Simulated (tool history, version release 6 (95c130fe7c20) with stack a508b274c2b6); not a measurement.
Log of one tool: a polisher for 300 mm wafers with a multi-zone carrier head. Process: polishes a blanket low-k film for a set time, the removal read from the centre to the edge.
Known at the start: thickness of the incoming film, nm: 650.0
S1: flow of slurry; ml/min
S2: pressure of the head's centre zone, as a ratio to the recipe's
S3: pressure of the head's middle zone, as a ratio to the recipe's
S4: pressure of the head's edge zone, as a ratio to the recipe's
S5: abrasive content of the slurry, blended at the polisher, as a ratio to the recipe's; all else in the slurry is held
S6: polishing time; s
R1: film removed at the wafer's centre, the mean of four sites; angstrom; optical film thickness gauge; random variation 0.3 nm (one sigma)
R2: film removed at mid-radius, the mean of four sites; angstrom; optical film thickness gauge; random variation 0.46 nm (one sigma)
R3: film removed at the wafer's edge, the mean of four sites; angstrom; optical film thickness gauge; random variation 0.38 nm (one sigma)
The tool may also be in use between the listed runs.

| run | hour | S1 | S2 | S3 | S4 | S5 | S6 | R1 | R2 | R3 |
|---|---|---|---|---|---|---|---|---|---|---|
| 1 | 0.0 | 205 | 1.00 | 1.00 | 1.00 | 1.00 | 72 | 233.19 | 242.44 | 233.03 |
| 2 | 1.1 | 205 | 0.95 | 1.00 | 1.00 | 1.00 | 72 | 221.79 | 242.71 | 236.75 |
| 3 | 6.5 | 205 | 1.01 | 1.00 | 1.00 | 1.00 | 72 | 235.84 | 242.28 | 233.77 |
| 4 | 14.5 | 215 | 1.03 | 1.04 | 1.03 | 1.15 | 74 | 266.54 | 273.68 | 264.43 |
| 5 | 15.4 | 215 | 1.03 | 0.96 | 1.03 | 1.15 | 74 | 263.35 | 261.28 | 260.63 |
| 6 | 23.5 | 215 | 1.07 | 0.96 | 1.03 | 1.15 | 74 | 274.51 | 260.78 | 260.97 |
| 7 | 28.4 | 245 | 1.09 | 1.06 | 1.13 | 1.40 | 77 | 330.50 | 326.45 | 325.57 |
| 8 | 29.5 | 255 | 1.08 | 1.10 | 1.11 | 1.45 | 77 | 334.87 | 346.01 | 317.20 |

Run 9 comes next. What will it give?
| 9 | 36.8 | 255 | 1.08 | 1.10 | 1.11 | 1.45 | 77 | ? | ? | ? |

Run 9 gave R1 327.97 angstrom, R2 351.04 angstrom, R3 325.21 angstrom.

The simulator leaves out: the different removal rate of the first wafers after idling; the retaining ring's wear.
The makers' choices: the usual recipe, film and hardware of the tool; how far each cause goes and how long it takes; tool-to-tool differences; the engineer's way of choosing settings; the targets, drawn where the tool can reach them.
